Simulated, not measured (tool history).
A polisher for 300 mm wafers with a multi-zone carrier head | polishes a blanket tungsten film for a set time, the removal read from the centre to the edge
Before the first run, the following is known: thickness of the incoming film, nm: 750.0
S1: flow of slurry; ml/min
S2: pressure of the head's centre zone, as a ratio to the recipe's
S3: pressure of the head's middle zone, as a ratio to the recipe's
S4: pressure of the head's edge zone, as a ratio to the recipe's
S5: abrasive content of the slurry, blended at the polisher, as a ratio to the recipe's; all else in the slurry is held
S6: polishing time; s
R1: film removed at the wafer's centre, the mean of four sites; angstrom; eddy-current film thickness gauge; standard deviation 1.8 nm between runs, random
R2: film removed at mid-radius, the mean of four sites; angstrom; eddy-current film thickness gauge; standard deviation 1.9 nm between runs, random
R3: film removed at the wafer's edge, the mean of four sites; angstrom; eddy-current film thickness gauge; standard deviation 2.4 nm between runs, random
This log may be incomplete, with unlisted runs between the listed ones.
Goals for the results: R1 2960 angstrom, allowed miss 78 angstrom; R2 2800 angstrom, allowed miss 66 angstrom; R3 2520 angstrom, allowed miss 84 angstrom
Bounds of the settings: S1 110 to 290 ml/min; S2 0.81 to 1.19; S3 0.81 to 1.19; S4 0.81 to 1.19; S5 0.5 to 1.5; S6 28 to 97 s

run 1 day=0 | S1=185 S2=1 S3=1 S4=1 S5=1 S6=62 | R1=2251.8 R2=2245.1 R3=2252
run 2 day=0.175 | S1=185 S2=1 S3=1 S4=1 S5=1.15 S6=62 | R1=2330.8 R2=2286.9 R3=2293.6
run 3 day=0.254 | S1=185 S2=1 S3=1 S4=1 S5=1.25 S6=62 | R1=2328.9 R2=2309.2 R3=2368.8
run 4 day=0.588 | S1=185 S2=1 S3=1 S4=1 S5=1.25 S6=53 | R1=1986.6 R2=1970.6 R3=1982.6
run 5 day=0.938 | S1=185 S2=1 S3=1.07 S4=1 S5=1.25 S6=53 | R1=2004.1 R2=2102 R3=1975
run 6 day=1.225 | S1=185 S2=1.03 S3=1.07 S4=1 S5=1.25 S6=53 | R1=2039.3 R2=2085.7 R3=1986.9
run 7 day=1.262 | S1=195 S2=1.05 S3=1.08 S4=1 S5=1.3 S6=54 | R1=2133.6 R2=2203.6 R3=2065.6
run 8 day=1.542 | S1=245 S2=1.15 S3=1.08 S4=0.97 S5=1.5 S6=63 | R1=2835.3 R2=2672.5 R3=2455.4
-- day=1.838 worn pad replaced by a new one
run 9 day=1.838 | S1=245 S2=1.15 S3=1.08 S4=0.97 S5=1.5 S6=63 | R1=3114 R2=2997 R3=2732.2
run 10 day=1.896 | S1=240 S2=1.15 S3=1.08 S4=0.96 S5=1.5 S6=63 | R1=3086.6 R2=2971.7 R3=2705.9
run 11 day=2.15 | S1=245 S2=1.15 S3=1.08 S4=0.96 S5=1.5 S6=63 | R1=3074.7 R2=2975.4 R3=2701.6
run 12 day=2.408 | S1=240 S2=1.15 S3=1.08 S4=0.96 S5=1.5 S6=63 | R1=3110.9 R2=2964.7 R3=2635.5
run 13 day=2.692 | S1=235 S2=1.15 S3=1.08 S4=0.96 S5=1.5 S6=63 | R1=3079.9 R2=2929.1 R3=2734.8
run 14 day=2.796 | S1=240 S2=1.15 S3=1.07 S4=0.96 S5=1.5 S6=63 | R1=3092.3 R2=2957.9 R3=2679.2
run 15 day=2.958 | S1=240 S2=1.15 S3=1.07 S4=0.96 S5=1.5 S6=63 | R1=3143 R2=2937 R3=2717.3

Which of these 4 next moves meets every target?
run A day=3.121 | S1=225 S2=1.12 S3=1.06 S4=1.02 S5=1.5 S6=69 | R1=? R2=? R3=?
run B day=3.121 | S1=250 S2=1.19 S3=1.1 S4=0.97 S5=1.4 S6=59 | R1=? R2=? R3=?
run C day=3.121 | S1=195 S2=1.15 S3=1.04 S4=0.91 S5=1.35 S6=70 | R1=? R2=? R3=?
run D day=3.121 | S1=285 S2=0.98 S3=1.05 S4=1.11 S5=1.5 S6=65 | R1=? R2=? R3=?

move=A R1=3308.5 R2=3159 R3=3024.7
move=B R1=2956.4 R2=2788.3 R3=2515.4
move=C R1=3270.3 R2=3025.1 R3=2804.3
move=D R1=2940.9 R2=3038.2 R3=3037.1
A: moves away from the targets compared with the last run
B: all results land within tolerance of their targets
C: moves away from the targets compared with the last run
D: moves away from the targets compared with the last run
B is the move that brings every result within its allowed miss.
